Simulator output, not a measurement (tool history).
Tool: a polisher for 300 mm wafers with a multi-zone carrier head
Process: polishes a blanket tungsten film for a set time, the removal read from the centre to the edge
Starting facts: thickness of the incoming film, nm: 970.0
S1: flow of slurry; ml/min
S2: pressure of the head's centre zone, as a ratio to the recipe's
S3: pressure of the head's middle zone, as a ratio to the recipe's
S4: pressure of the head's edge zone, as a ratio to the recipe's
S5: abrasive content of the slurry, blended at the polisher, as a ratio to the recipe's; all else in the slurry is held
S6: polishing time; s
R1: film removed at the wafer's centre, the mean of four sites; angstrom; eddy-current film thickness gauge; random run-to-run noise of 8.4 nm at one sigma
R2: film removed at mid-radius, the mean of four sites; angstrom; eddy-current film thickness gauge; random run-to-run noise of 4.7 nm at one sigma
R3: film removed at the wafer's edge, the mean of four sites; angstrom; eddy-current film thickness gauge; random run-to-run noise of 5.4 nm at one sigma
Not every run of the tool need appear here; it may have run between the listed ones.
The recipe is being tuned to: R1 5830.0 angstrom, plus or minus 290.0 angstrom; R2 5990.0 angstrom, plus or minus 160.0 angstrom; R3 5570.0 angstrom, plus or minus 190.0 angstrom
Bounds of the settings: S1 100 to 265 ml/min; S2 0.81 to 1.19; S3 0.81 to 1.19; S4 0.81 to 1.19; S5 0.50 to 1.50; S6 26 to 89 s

run  hour   S1    S2    S3    S4    S5  S6      R1      R2      R3
  1   0.0  170  1.00  1.00  1.00  1.00  57  4005.2  4103.6  3960.1
  2   8.6  200  1.00  1.00  1.00  1.00  57  4243.8  4226.4  3992.3
  3  16.8  200  1.00  1.00  1.00  1.20  57  4418.9  4395.0  4190.5
  4  23.5  200  1.01  1.02  1.02  1.25  58  4463.1  4592.6  4328.3
  5  31.6  170  1.01  1.02  1.02  1.25  58  4322.8  4409.8  4238.0
  6  38.9  170  0.96  1.02  1.02  1.25  58  4248.9  4474.0  4265.4
  7  47.5  180  0.98  1.03  1.03  1.30  60  4577.9  4719.3  4423.0
  8  51.8  185  0.97  1.03  1.05  1.35  62  4799.5  4925.6  4762.6
  9  59.7  235  1.05  1.13  1.15  1.50  63  5400.6  5832.5  5300.4
 10  67.4  235  1.06  1.13  1.15  1.50  63  5404.8  5823.8  5305.6
 11  68.6  235  1.07  1.13  1.15  1.50  63  5514.8  5775.4  5323.7
 12  76.7  235  1.07  1.13  1.15  1.50  63  5515.8  5782.1  5341.1

Which single option among these 5 for the next run brings every result within its allowed miss of target? Just one does.
  A  84.8  230  0.99  1.18  1.18  1.25  64   ?   ?   ?
  B  84.8  220  1.17  1.12  1.11  1.50  61   ?   ?   ?
  C  84.8  240  1.12  1.07  1.17  1.40  65   ?   ?   ?
  D  84.8  200  1.11  1.13  1.19  1.20  70   ?   ?   ?
  E  84.8  260  1.06  1.00  1.19  1.50  67   ?   ?   ?

move      R1      R2      R3
   A  4927.9  5827.4  5197.7
   B  5592.1  5516.2  5005.2
   C  5719.9  5621.4  5433.6
   D  5729.9  5958.5  5574.9
   E  5790.0  5619.4  5793.3
A: further off than the last run
B: further off than the last run
C: further off than the last run
D: hits every target within its allowed miss
E: further off than the last run
The right move is D.
